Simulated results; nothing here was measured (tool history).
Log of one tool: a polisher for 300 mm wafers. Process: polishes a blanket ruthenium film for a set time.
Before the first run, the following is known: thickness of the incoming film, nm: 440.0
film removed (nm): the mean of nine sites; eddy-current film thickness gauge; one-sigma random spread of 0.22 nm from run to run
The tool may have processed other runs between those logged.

run	hour	flow of slurry (ml/min)	pressure of the wafer on the pad (psi)	speed of the pad under the wafer (cm/s)	polishing time (s)	film removed (nm)
1	0	220	1.9	104	25	28.918
2	2	220	1.9	116	25	31.331
3	5.6	220	1.7	116	25	28.392
4	11	220	1.6	116	25	27.005
5	17.3	220	1.6	116	25	26.639
6	22.5	220	1.9	116	25	31.614

Forecast run 7:
7	31.5	220	1.7	116	25	?

film removed (nm): 28.417
